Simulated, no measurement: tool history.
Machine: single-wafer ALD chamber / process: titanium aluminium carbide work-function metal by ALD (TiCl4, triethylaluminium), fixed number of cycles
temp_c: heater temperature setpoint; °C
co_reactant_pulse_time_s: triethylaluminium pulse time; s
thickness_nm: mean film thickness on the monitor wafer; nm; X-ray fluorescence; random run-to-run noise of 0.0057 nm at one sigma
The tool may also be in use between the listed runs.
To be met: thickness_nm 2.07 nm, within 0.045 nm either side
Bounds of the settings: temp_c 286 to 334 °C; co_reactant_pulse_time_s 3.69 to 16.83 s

Run 1, hour 0: temp_c 310 °C, co_reactant_pulse_time_s 10.26 s. Result: thickness_nm 2.2544 nm.
Run 2, hour 7.9: temp_c 305 °C, co_reactant_pulse_time_s 9.59 s. Result: thickness_nm 2.1882 nm.
Run 3, hour 12.9: temp_c 305 °C, co_reactant_pulse_time_s 11.74 s. Result: thickness_nm 2.2377 nm.
Run 4, hour 14.6: temp_c 305 °C, co_reactant_pulse_time_s 13.12 s. Result: thickness_nm 2.2608 nm.
Run 5, hour 16.9: temp_c 305 °C, co_reactant_pulse_time_s 10.94 s. Result: thickness_nm 2.2341 nm.
Run 6, hour 22.9: temp_c 300 °C, co_reactant_pulse_time_s 10.07 s. Result: thickness_nm 2.1512 nm.
Run 7, hour 24.8: temp_c 300 °C, co_reactant_pulse_time_s 10.07 s. Result: thickness_nm 2.1529 nm.
Run 8, hour 30.4: temp_c 298 °C, co_reactant_pulse_time_s 9.79 s. Result: thickness_nm 2.1251 nm.

Below are 4 possible settings for the next run. Only one of them brings all results inside the allowed miss of their targets. Which is it?
Run A, hour 36: temp_c 290 °C, co_reactant_pulse_time_s 10.22 s. Result: thickness_nm ?.
Run B, hour 36: temp_c 303 °C, co_reactant_pulse_time_s 11.27 s. Result: thickness_nm ?.
Run C, hour 36: temp_c 302 °C, co_reactant_pulse_time_s 11.82 s. Result: thickness_nm ?.
Run D, hour 36: temp_c 290 °C, co_reactant_pulse_time_s 8.65 s. Result: thickness_nm ?.

move  thickness_nm
   A        2.0712
   B        2.2243
   C        2.2237
   D        2.0008
A: meets every target
B: misses by more than the last run did
C: misses by more than the last run did
D: the result that was furthest off in the last run now lies on the other side of its target
Move A is the one to make.

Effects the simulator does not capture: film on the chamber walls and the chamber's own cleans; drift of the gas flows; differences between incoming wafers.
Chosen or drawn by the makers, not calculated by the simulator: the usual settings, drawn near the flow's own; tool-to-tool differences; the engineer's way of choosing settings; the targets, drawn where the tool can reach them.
